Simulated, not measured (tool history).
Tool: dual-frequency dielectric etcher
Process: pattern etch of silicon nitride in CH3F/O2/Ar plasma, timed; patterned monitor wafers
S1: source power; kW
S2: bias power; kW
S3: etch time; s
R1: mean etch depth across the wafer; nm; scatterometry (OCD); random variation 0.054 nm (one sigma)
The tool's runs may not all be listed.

Run 1, hour 0.0: S1 0.300 kW, S2 0.102 kW, S3 28 s. Result: R1 20.602 nm.
Run 2, hour 8.0: S1 0.280 kW, S2 0.098 kW, S3 28 s. Result: R1 19.757 nm.
Run 3, hour 16.9: S1 0.280 kW, S2 0.082 kW, S3 28 s. Result: R1 18.482 nm.
Run 4, hour 22.2: S1 0.280 kW, S2 0.090 kW, S3 28 s. Result: R1 19.082 nm.
Run 5, hour 28.5: S1 0.280 kW, S2 0.100 kW, S3 28 s. Result: R1 19.750 nm.
Run 6, hour 37.1: S1 0.280 kW, S2 0.086 kW, S3 28 s. Result: R1 18.726 nm.

Forecast run 7:
Run 7, hour 44.7: S1 0.270 kW, S2 0.085 kW, S3 28 s. Result: R1 ?.

R1: 18.371 nm
